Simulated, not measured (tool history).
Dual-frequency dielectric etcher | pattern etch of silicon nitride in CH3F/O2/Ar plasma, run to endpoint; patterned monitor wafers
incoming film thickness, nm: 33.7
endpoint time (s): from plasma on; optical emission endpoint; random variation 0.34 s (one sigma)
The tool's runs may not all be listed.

run,day,source power (W),bias power (W),endpoint time (s)
1,0,290,64,62.444
2,0.033,280,64,63.794
3,0.067,260,64,65.627
4,0.338,250,64,65.534
5,0.638,250,72,64.381
6,0.838,250,78,62.892
7,0.912,240,77,63.917
8,1.038,230,77,64.911
9,1.317,220,77,66.13

The next listed run, before its measurement:
# day 1.404: wet clean of the chamber
10,1.404,210,77,?

{"run 10": {"endpoint time (s)": 64.75}}

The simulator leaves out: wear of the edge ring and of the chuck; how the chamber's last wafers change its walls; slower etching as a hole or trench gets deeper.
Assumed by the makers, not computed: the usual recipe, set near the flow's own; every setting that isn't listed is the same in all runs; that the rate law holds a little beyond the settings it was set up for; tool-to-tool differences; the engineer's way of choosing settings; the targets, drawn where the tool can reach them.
